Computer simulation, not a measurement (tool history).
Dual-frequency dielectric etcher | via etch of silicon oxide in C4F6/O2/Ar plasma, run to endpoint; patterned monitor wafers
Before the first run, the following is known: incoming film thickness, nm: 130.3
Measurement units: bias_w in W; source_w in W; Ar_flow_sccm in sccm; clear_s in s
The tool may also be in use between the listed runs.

{"run": 1, "day": 0.0, "bias_w": 393, "source_w": 410, "Ar_flow_sccm": 413, "clear_s": 32.368}
{"run": 2, "day": 0.183, "bias_w": 393, "source_w": 410, "Ar_flow_sccm": 350, "clear_s": 31.851}
{"run": 3, "day": 0.254, "bias_w": 427, "source_w": 410, "Ar_flow_sccm": 350, "clear_s": 30.914}
{"run": 4, "day": 0.404, "bias_w": 404, "source_w": 410, "Ar_flow_sccm": 351, "clear_s": 31.657}
{"run": 5, "day": 0.521, "bias_w": 404, "source_w": 450, "Ar_flow_sccm": 351, "clear_s": 30.357}
{"day": 0.762, "done": "Ar flow controller replaced"}
{"run": 6, "day": 0.762, "bias_w": 381, "source_w": 440, "Ar_flow_sccm": 352, "clear_s": 31.282}

Predict the results of run 7:
{"run": 7, "day": 1.021, "bias_w": 381, "source_w": 440, "Ar_flow_sccm": 352, "clear_s": "?"}

clear_s: 31.354 s
